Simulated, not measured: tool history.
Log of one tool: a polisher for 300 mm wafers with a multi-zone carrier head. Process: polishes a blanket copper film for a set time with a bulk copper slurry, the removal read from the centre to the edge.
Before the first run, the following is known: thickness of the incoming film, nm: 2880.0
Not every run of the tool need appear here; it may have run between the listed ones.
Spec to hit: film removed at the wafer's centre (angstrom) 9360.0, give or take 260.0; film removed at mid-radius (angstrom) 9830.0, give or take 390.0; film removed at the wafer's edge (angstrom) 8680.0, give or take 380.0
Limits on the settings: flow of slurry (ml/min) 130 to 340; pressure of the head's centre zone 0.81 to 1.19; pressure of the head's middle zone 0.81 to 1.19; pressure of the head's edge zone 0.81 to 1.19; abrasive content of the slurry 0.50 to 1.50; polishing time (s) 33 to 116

run,hour,flow of slurry (ml/min),pressure of the head's centre zone,pressure of the head's middle zone,pressure of the head's edge zone,abrasive content of the slurry,polishing time (s),film removed at the wafer's centre (angstrom),film removed at mid-radius (angstrom),film removed at the wafer's edge (angstrom)
1,0.0,220,1.00,1.00,1.00,1.00,74,6641.2,6841.0,6637.5
2,8.5,220,1.00,1.05,1.00,1.00,74,6580.3,7134.5,6355.8
3,11.8,230,1.02,1.06,1.03,1.15,78,7241.4,7699.7,7175.8
4,13.8,230,1.02,1.06,1.03,1.05,78,7194.1,7808.8,6994.3
5,19.1,245,1.06,1.09,1.07,1.15,80,7844.2,8248.1,7479.2
6,23.9,245,1.06,1.09,1.07,0.95,80,7541.9,7940.0,7204.4
7,28.2,255,1.08,1.11,1.09,1.10,82,8090.8,8485.7,7683.6
8,34.7,260,1.10,1.13,1.10,1.20,83,8551.0,8697.9,7787.1
9,37.7,265,1.10,1.15,1.11,1.30,85,8891.6,9362.3,8394.0
10,39.0,270,1.11,1.16,1.11,1.35,85,9110.2,9435.6,8574.1
11,43.4,275,1.11,1.17,1.10,1.35,85,8963.1,9468.8,8390.7

5 candidate next runs follow, results not yet known. Just one meets every target within its allowed miss. Identify it.
A,47.8,275,1.01,1.14,1.14,1.40,96,?,?,?
B,47.8,260,1.09,1.03,1.17,1.35,85,?,?,?
C,47.8,305,1.07,1.13,1.05,1.50,87,?,?,?
D,47.8,305,1.12,1.16,1.09,1.20,84,?,?,?
E,47.8,270,1.06,1.19,1.14,1.30,86,?,?,?

move,film removed at the wafer's centre (angstrom),film removed at mid-radius (angstrom),film removed at the wafer's edge (angstrom)
A,9465.0,10906.0,9567.4
B,8801.9,8845.0,8494.3
C,9235.4,10062.0,8502.7
D,8877.5,9483.5,8008.1
E,8685.8,9919.7,8430.7
A: puts the biggest miss on target and leaves a different result outside tolerance
B: misses by more than the last run did
C: in spec on every target
D: misses by more than the last run did
E: misses by more than the last run did
Answer: C
